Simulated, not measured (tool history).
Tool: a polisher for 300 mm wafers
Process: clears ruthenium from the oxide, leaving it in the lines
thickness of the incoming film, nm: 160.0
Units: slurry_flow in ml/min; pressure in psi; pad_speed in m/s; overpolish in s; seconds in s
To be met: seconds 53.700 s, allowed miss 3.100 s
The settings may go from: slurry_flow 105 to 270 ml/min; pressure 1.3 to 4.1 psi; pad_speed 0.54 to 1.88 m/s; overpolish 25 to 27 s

run    day  slurry_flow  pressure  pad_speed  overpolish  seconds
  1  0.000          175       2.7       1.20          25   94.146
  2  0.154          175       3.0       1.22          25   85.534
  3  0.329          195       3.0       1.22          25   80.718
  4  0.496          195       3.2       1.22          25   76.953
  5  0.588          195       2.6       1.22          25   93.494
  6  0.812          200       2.9       1.24          25   82.604
  7  1.121          205       3.1       1.26          25   75.342
  8  1.400          210       3.3       1.28          25   69.694
  9  1.629          210       3.4       1.30          25   67.366
 10  1.817          210       3.5       1.32          25   62.997
 11  1.842          210       3.6       1.32          25   62.658
 12  2.125          210       3.7       1.32          25   59.855
 13  2.188          210       3.8       1.32          25   59.467
 14  2.471          215       3.9       1.32          25   57.716

Which of these 4 next moves meets every target?
  A  2.754          180       3.9       1.50          25        ?
  B  2.754          220       3.9       1.22          27        ?
  C  2.754          215       4.0       1.16          25        ?
  D  2.754          220       4.1       1.16          25        ?

move  seconds
   A   52.029
   B   61.198
   C   62.949
   D   61.193
A: meets every target
B: further off than the last run
C: further off than the last run
D: further off than the last run
Move A is the one to make.
